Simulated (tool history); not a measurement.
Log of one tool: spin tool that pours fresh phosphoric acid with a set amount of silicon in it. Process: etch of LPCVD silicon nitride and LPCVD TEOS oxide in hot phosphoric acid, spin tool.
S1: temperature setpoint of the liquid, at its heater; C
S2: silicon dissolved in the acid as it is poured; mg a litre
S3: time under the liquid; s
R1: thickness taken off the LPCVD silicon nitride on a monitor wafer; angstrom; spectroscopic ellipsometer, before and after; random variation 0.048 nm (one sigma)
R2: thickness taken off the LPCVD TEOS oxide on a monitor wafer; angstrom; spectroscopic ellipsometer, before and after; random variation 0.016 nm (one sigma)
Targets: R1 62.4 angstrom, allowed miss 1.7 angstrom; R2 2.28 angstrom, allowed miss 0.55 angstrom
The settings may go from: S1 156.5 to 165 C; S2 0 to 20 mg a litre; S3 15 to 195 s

Run 1, hour 0: S1 160 C, S2 9 mg a litre, S3 100 s. Result: R1 85.095 angstrom, R2 2.9875 angstrom.
Run 2, hour 1: S1 160 C, S2 9 mg a litre, S3 65 s. Result: R1 53.909 angstrom, R2 1.7959 angstrom.
Run 3, hour 9.8: S1 160.5 C, S2 9 mg a litre, S3 65 s. Result: R1 54.566 angstrom, R2 1.7361 angstrom.
Run 4, hour 12.9: S1 161 C, S2 8 mg a litre, S3 65 s. Result: R1 56.361 angstrom, R2 1.8994 angstrom.
Run 5, hour 16.4: S1 161 C, S2 8 mg a litre, S3 105 s. Result: R1 90.694 angstrom, R2 3.1196 angstrom.
Run 6, hour 23.3: S1 160.5 C, S2 7.5 mg a litre, S3 100 s. Result: R1 85.265 angstrom, R2 3.0141 angstrom.
Run 7, hour 24.2: S1 160 C, S2 7.5 mg a litre, S3 95 s. Result: R1 78.933 angstrom, R2 2.5721 angstrom.
Run 8, hour 28.8: S1 160 C, S2 7.5 mg a litre, S3 95 s. Result: R1 79.343 angstrom, R2 2.6961 angstrom.
Run 9, hour 29.6: S1 160 C, S2 7 mg a litre, S3 90 s. Result: R1 74.494 angstrom, R2 2.7257 angstrom.

4 next moves are on the table. One of them brings every result within its allowed miss. Which?
Run A, hour 30.4: S1 162 C, S2 16 mg a litre, S3 110 s. Result: R1 ?, R2 ?.
Run B, hour 30.4: S1 161.5 C, S2 3 mg a litre, S3 80 s. Result: R1 ?, R2 ?.
Run C, hour 30.4: S1 160 C, S2 4.5 mg a litre, S3 75 s. Result: R1 ?, R2 ?.
Run D, hour 30.4: S1 156.5 C, S2 0 mg a litre, S3 125 s. Result: R1 ?, R2 ?.

move      R1      R2
   A  96.682  2.9675
   B  69.153  2.7738
   C  61.656  2.2606
   D  91.277  3.1594
A: further off than the last run
B: nearer than the last run, and not there yet
C: meets every target
D: further off than the last run
Move C is the one to make.
